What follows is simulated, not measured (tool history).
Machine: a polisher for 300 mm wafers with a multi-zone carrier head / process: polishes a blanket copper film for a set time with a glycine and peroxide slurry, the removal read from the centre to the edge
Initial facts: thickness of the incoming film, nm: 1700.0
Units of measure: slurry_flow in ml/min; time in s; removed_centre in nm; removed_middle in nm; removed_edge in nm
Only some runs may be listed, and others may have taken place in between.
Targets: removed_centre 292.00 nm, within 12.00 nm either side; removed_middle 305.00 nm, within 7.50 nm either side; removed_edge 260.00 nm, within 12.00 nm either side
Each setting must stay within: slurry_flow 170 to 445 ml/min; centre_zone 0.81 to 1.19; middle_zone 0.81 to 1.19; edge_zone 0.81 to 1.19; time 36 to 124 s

{"run": 1, "day": 0.0, "slurry_flow": 285, "centre_zone": 1.0, "middle_zone": 1.0, "edge_zone": 1.0, "time": 79, "removed_centre": 332.41, "removed_middle": 349.37, "removed_edge": 351.75}
{"run": 2, "day": 0.088, "slurry_flow": 290, "centre_zone": 1.01, "middle_zone": 1.01, "edge_zone": 0.97, "time": 76, "removed_centre": 313.93, "removed_middle": 334.63, "removed_edge": 326.97}
{"run": 3, "day": 0.175, "slurry_flow": 290, "centre_zone": 1.01, "middle_zone": 1.01, "edge_zone": 1.04, "time": 76, "removed_centre": 320.62, "removed_middle": 339.41, "removed_edge": 344.08}
{"run": 4, "day": 0.454, "slurry_flow": 290, "centre_zone": 0.98, "middle_zone": 1.01, "edge_zone": 1.04, "time": 76, "removed_centre": 306.65, "removed_middle": 340.21, "removed_edge": 343.51}
{"run": 5, "day": 0.483, "slurry_flow": 290, "centre_zone": 0.98, "middle_zone": 1.01, "edge_zone": 1.04, "time": 95, "removed_centre": 384.74, "removed_middle": 421.5, "removed_edge": 431.34}
{"run": 6, "day": 0.775, "slurry_flow": 290, "centre_zone": 0.98, "middle_zone": 1.01, "edge_zone": 1.04, "time": 108, "removed_centre": 436.91, "removed_middle": 480.73, "removed_edge": 491.33}
{"run": 7, "day": 0.938, "slurry_flow": 325, "centre_zone": 1.08, "middle_zone": 1.1, "edge_zone": 0.94, "time": 86, "removed_centre": 391.29, "removed_middle": 421.0, "removed_edge": 378.99}
{"run": 8, "day": 1.229, "slurry_flow": 325, "centre_zone": 1.08, "middle_zone": 1.1, "edge_zone": 0.92, "time": 82, "removed_centre": 375.23, "removed_middle": 399.73, "removed_edge": 355.42}
{"run": 9, "day": 1.325, "slurry_flow": 325, "centre_zone": 1.08, "middle_zone": 1.1, "edge_zone": 0.9, "time": 79, "removed_centre": 366.67, "removed_middle": 384.02, "removed_edge": 337.22}
{"run": 10, "day": 1.55, "slurry_flow": 320, "centre_zone": 1.03, "middle_zone": 1.08, "edge_zone": 0.81, "time": 59, "removed_centre": 254.48, "removed_middle": 277.39, "removed_edge": 248.67}
{"run": 11, "day": 1.842, "slurry_flow": 325, "centre_zone": 1.04, "middle_zone": 1.09, "edge_zone": 0.82, "time": 59, "removed_centre": 255.7, "removed_middle": 283.36, "removed_edge": 251.67}
{"run": 12, "day": 2.042, "slurry_flow": 325, "centre_zone": 1.04, "middle_zone": 1.09, "edge_zone": 0.82, "time": 59, "removed_centre": 257.84, "removed_middle": 281.06, "removed_edge": 244.57}
{"run": 13, "day": 2.388, "slurry_flow": 325, "centre_zone": 1.05, "middle_zone": 1.09, "edge_zone": 0.83, "time": 59, "removed_centre": 257.57, "removed_middle": 282.78, "removed_edge": 248.03}
{"run": 14, "day": 2.538, "slurry_flow": 330, "centre_zone": 1.06, "middle_zone": 1.09, "edge_zone": 0.84, "time": 59, "removed_centre": 263.91, "removed_middle": 284.09, "removed_edge": 246.88}
{"run": 15, "day": 2.771, "slurry_flow": 330, "centre_zone": 1.07, "middle_zone": 1.09, "edge_zone": 0.85, "time": 60, "removed_centre": 271.92, "removed_middle": 286.09, "removed_edge": 249.74}

Exercise: of the 4 proposed moves below, exactly one satisfies all targets within the stated allowed misses. Which move is it?
{"run": "A", "day": 3.004, "slurry_flow": 270, "centre_zone": 1.05, "middle_zone": 0.95, "edge_zone": 0.86, "time": 64, "removed_centre": "?", "removed_middle": "?", "removed_edge": "?"}
{"run": "B", "day": 3.004, "slurry_flow": 370, "centre_zone": 1.11, "middle_zone": 1.13, "edge_zone": 0.88, "time": 61, "removed_centre": "?", "removed_middle": "?", "removed_edge": "?"}
{"run": "C", "day": 3.004, "slurry_flow": 310, "centre_zone": 1.07, "middle_zone": 1.06, "edge_zone": 0.81, "time": 56, "removed_centre": "?", "removed_middle": "?", "removed_edge": "?"}
{"run": "D", "day": 3.004, "slurry_flow": 350, "centre_zone": 1.05, "middle_zone": 1.19, "edge_zone": 0.85, "time": 58, "removed_centre": "?", "removed_middle": "?", "removed_edge": "?"}

move=A removed_centre=274.25 removed_middle=265.53 removed_edge=273.00
move=B removed_centre=286.57 removed_middle=302.46 removed_edge=267.85
move=C removed_centre=248.91 removed_middle=258.74 removed_edge=236.71
move=D removed_centre=256.41 removed_middle=299.40 removed_edge=250.70
A: its largest miss is bigger than the last run's
B: hits every target within its allowed miss
C: its largest miss is bigger than the last run's
D: corrects the largest miss of the last run, while another result sits out of spec
So the answer is move B, the one that meets all the targets.
